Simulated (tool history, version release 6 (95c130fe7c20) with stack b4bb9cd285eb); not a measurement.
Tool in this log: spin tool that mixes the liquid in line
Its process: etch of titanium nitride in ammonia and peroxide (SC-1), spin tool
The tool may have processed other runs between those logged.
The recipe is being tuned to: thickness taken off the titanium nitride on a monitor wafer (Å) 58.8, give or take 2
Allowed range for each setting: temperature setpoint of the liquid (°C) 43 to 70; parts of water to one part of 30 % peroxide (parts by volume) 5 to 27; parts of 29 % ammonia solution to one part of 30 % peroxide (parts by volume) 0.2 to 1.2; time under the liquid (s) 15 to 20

run	day	temperature setpoint of the liquid (°C)	parts of water to one part of 30 % peroxide (parts by volume)	parts of 29 % ammonia solution to one part of 30 % peroxide (parts by volume)	time under the liquid (s)	thickness taken off the titanium nitride on a monitor wafer (Å)
1	0	59	15	0.75	20	37.009
2	0.188	59	15	0.75	20	36.929
3	0.35	59	15	0.55	20	34.958
4	0.571	59	13	0.55	20	37.886
5	0.729	59	13	0.4	20	35.733
6	0.767	60	13	0.4	20	37.871
7	1.104	61	13	0.4	20	41.117
8	1.15	62	13	0.4	20	43.448
9	1.312	62	13	0.4	20	43.056
10	1.392	62.5	13	0.4	20	45.489
11	1.483	63	13	0.4	20	46.314
12	1.833	63.5	13	0.4	20	48.199
13	2.021	64	13	0.4	20	50.025

Which of these 4 next moves meets every target?
A	2.208	70	26	0.6	20	?
B	2.208	68	15.5	0.45	15	?
C	2.208	66.5	13	0.45	20	?
D	2.208	62.5	14.5	0.6	20	?

move	thickness taken off the titanium nitride on a monitor wafer (Å)
A	54.336
B	45.522
C	60.79
D	46.749
A: closes in on the targets versus the last run, not all within tolerance yet
B: the biggest miss grows against the last run
C: in spec on every target
D: the biggest miss grows against the last run
Answer: C
